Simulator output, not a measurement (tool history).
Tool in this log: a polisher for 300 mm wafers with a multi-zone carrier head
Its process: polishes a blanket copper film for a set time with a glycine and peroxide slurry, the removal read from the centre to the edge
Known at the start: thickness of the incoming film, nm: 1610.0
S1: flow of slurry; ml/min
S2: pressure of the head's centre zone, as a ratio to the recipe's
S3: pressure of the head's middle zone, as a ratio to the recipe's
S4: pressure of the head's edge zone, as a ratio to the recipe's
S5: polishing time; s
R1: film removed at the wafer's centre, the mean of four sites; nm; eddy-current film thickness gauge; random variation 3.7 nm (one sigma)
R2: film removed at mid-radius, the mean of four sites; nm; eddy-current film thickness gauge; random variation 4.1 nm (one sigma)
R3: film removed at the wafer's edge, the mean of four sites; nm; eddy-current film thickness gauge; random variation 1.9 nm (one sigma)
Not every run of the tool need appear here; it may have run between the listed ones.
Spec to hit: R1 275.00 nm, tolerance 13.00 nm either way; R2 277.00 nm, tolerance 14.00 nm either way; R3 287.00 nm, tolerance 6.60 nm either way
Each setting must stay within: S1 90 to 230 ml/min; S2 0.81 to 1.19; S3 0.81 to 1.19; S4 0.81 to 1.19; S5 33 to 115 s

{"run": 1, "hour": 0.0, "S1": 150, "S2": 1.0, "S3": 1.0, "S4": 1.0, "S5": 73, "R1": 540.39, "R2": 568.59, "R3": 528.63}
{"run": 2, "hour": 7.6, "S1": 150, "S2": 1.0, "S3": 1.0, "S4": 1.0, "S5": 56, "R1": 419.07, "R2": 433.36, "R3": 401.65}
{"run": 3, "hour": 8.9, "S1": 140, "S2": 0.98, "S3": 0.97, "S4": 0.98, "S5": 53, "R1": 381.88, "R2": 381.99, "R3": 379.39}
{"run": 4, "hour": 12.1, "S1": 135, "S2": 0.96, "S3": 0.97, "S4": 0.96, "S5": 50, "R1": 343.26, "R2": 357.06, "R3": 350.02}
{"run": 5, "hour": 15.7, "S1": 115, "S2": 0.96, "S3": 0.97, "S4": 0.96, "S5": 50, "R1": 330.67, "R2": 348.38, "R3": 335.71}
{"run": 6, "hour": 16.3, "S1": 135, "S2": 0.96, "S3": 0.97, "S4": 0.96, "S5": 50, "R1": 351.07, "R2": 364.77, "R3": 352.05}
{"run": 7, "hour": 23.7, "S1": 125, "S2": 0.95, "S3": 0.95, "S4": 0.94, "S5": 49, "R1": 330.86, "R2": 341.22, "R3": 336.03}
{"run": 8, "hour": 28.6, "S1": 120, "S2": 0.94, "S3": 0.93, "S4": 0.92, "S5": 48, "R1": 314.58, "R2": 327.26, "R3": 326.32}
{"run": 9, "hour": 35.2, "S1": 115, "S2": 0.94, "S3": 0.92, "S4": 0.9, "S5": 47, "R1": 302.82, "R2": 305.16, "R3": 311.61}
{"run": 10, "hour": 42.2, "S1": 110, "S2": 0.94, "S3": 0.92, "S4": 0.89, "S5": 47, "R1": 307.22, "R2": 308.41, "R3": 313.21}
{"run": 11, "hour": 47.4, "S1": 105, "S2": 0.93, "S3": 0.91, "S4": 0.88, "S5": 46, "R1": 288.3, "R2": 288.59, "R3": 297.56}
{"run": 12, "hour": 51.5, "S1": 100, "S2": 0.93, "S3": 0.91, "S4": 0.88, "S5": 46, "R1": 282.98, "R2": 294.12, "R3": 295.54}
{"run": 13, "hour": 52.5, "S1": 100, "S2": 0.93, "S3": 0.9, "S4": 0.88, "S5": 46, "R1": 282.0, "R2": 287.48, "R3": 295.88}

5 candidate next runs follow, results not yet known. Just one meets every target within its allowed miss. Identify it.
{"run": "A", "hour": 53.5, "S1": 90, "S2": 0.92, "S3": 0.81, "S4": 0.91, "S5": 48, "R1": "?", "R2": "?", "R3": "?"}
{"run": "B", "hour": 53.5, "S1": 90, "S2": 0.95, "S3": 0.91, "S4": 1.02, "S5": 45, "R1": "?", "R2": "?", "R3": "?"}
{"run": "C", "hour": 53.5, "S1": 105, "S2": 0.91, "S3": 0.87, "S4": 0.85, "S5": 45, "R1": "?", "R2": "?", "R3": "?"}
{"run": "D", "hour": 53.5, "S1": 110, "S2": 1.0, "S3": 0.84, "S4": 0.81, "S5": 45, "R1": "?", "R2": "?", "R3": "?"}
{"run": "E", "hour": 53.5, "S1": 110, "S2": 0.89, "S3": 0.82, "S4": 0.84, "S5": 48, "R1": "?", "R2": "?", "R3": "?"}

move=A R1=276.53 R2=273.61 R3=301.80
move=B R1=267.96 R2=282.21 R3=295.88
move=C R1=273.27 R2=287.21 R3=285.58
move=D R1=305.52 R2=282.99 R3=283.41
move=E R1=289.72 R2=296.13 R3=306.48
A: lands further from the targets than the last run did
B: about the same distance from the targets as the last run
C: meets every target
D: brings the last run's worst result on target, with another outside its allowed miss
E: lands further from the targets than the last run did
The move that meets every target is C.
